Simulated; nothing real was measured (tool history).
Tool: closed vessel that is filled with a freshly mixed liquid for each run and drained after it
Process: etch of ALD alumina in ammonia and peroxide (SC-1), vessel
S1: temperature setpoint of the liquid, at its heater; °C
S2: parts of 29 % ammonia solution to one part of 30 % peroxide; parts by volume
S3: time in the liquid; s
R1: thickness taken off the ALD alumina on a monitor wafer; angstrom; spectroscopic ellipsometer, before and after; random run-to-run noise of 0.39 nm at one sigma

run 1 day=0 | S1=52 S2=0.75 S3=705 | R1=526.8
run 2 day=0.162 | S1=52 S2=0.75 S3=750 | R1=565.32
run 3 day=0.392 | S1=52.5 S2=0.75 S3=750 | R1=578.05
run 4 day=0.571 | S1=53 S2=0.75 S3=750 | R1=585.83
run 5 day=0.888 | S1=53 S2=0.6 S3=750 | R1=585.09
run 6 day=1.129 | S1=53 S2=0.6 S3=750 | R1=574.61
run 7 day=1.342 | S1=53.5 S2=0.6 S3=750 | R1=595.97
run 8 day=1.383 | S1=54 S2=0.6 S3=750 | R1=613.35

For run 9, what comes out?
run 9 day=1.433 | S1=54.5 S2=0.6 S3=750 | R1=?

R1: 623.41 angstrom
